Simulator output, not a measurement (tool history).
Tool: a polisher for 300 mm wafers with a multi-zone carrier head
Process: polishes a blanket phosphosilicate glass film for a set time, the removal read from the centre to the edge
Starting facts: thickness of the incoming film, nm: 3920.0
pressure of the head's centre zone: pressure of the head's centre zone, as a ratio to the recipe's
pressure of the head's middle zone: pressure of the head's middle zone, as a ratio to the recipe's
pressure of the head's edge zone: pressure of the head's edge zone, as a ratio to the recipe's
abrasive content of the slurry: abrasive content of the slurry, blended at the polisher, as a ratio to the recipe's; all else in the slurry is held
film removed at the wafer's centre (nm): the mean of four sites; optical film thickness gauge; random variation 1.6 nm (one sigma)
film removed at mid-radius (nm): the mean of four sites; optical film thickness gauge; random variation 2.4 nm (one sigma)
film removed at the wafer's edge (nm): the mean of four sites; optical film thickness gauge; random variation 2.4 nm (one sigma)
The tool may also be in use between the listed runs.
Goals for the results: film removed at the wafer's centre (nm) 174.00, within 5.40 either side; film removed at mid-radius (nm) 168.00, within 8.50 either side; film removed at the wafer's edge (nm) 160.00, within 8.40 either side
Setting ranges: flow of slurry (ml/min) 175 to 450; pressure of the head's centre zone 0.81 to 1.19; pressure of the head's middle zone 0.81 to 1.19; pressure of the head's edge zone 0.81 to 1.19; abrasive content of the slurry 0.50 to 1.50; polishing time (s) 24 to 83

run,hour,flow of slurry (ml/min),pressure of the head's centre zone,pressure of the head's middle zone,pressure of the head's edge zone,abrasive content of the slurry,polishing time (s),film removed at the wafer's centre (nm),film removed at mid-radius (nm),film removed at the wafer's edge (nm)
1,0.0,290,1.00,1.00,1.00,1.00,53,272.41,273.75,281.85
2,3.0,330,1.00,1.00,1.00,1.00,53,280.07,280.32,277.15
3,9.4,345,0.99,0.99,0.99,0.95,51,264.56,263.47,264.33
4,15.4,345,0.99,0.99,0.99,0.95,60,310.54,306.15,309.86
5,23.2,345,0.99,0.99,0.90,0.95,60,304.78,308.65,299.14
6,24.7,345,0.99,0.99,0.90,1.05,60,316.44,328.72,318.46
7,32.4,350,0.99,0.99,0.90,0.95,57,290.34,295.85,282.84
8,33.6,355,0.98,0.98,0.90,0.90,54,267.30,269.43,261.79
9,41.9,360,0.98,0.98,0.90,0.85,52,244.94,256.80,254.72
10,43.3,370,1.01,0.99,0.89,0.80,49,235.08,238.28,225.27
11,45.0,375,1.02,0.99,0.89,0.75,47,224.05,220.26,210.20
12,50.5,375,1.02,0.99,0.89,0.70,46,214.52,202.37,203.58
13,56.3,380,1.02,1.00,0.88,0.65,45,203.47,192.97,189.39
14,60.2,375,1.02,1.01,0.87,0.65,45,196.89,201.76,183.60
15,61.7,315,1.01,0.91,0.81,0.50,44,166.52,154.50,151.99
16,62.5,320,1.01,0.92,0.81,0.50,44,163.89,155.92,155.50
17,68.3,325,1.01,0.93,0.81,0.50,44,165.44,158.12,153.47
18,69.5,330,1.01,0.94,0.81,0.50,44,166.35,161.33,152.83
19,72.0,335,1.01,0.94,0.81,0.50,44,164.33,154.11,151.40
20,78.6,335,1.01,0.95,0.82,0.50,44,165.04,158.82,150.45
21,80.0,340,1.01,0.95,0.82,0.50,44,167.87,160.95,150.56
22,88.0,340,1.01,0.95,0.82,0.50,44,165.02,157.55,154.11

Which one of the following 5 next-run settings gets every result inside its allowed miss? There is exactly one.
A,96.0,390,0.91,0.94,0.87,0.60,46,?,?,?
B,96.0,200,1.09,0.88,0.81,0.90,34,?,?,?
C,96.0,260,1.02,1.10,0.81,0.65,41,?,?,?
D,96.0,310,1.00,1.00,0.93,0.60,47,?,?,?
E,96.0,335,1.01,0.96,0.81,0.55,44,?,?,?

move,film removed at the wafer's centre (nm),film removed at mid-radius (nm),film removed at the wafer's edge (nm)
A,174.69,178.44,184.26
B,173.38,140.87,151.97
C,174.55,181.99,160.73
D,192.13,188.19,190.87
E,174.97,163.88,161.73
A: gets the furthest-off result to its target, but another result is out of tolerance
B: gets the furthest-off result to its target, but another result is out of tolerance
C: gets the furthest-off result to its target, but another result is out of tolerance
D: pushes the last run's worst result past its target
E: meets every target
Move E is the one to make.
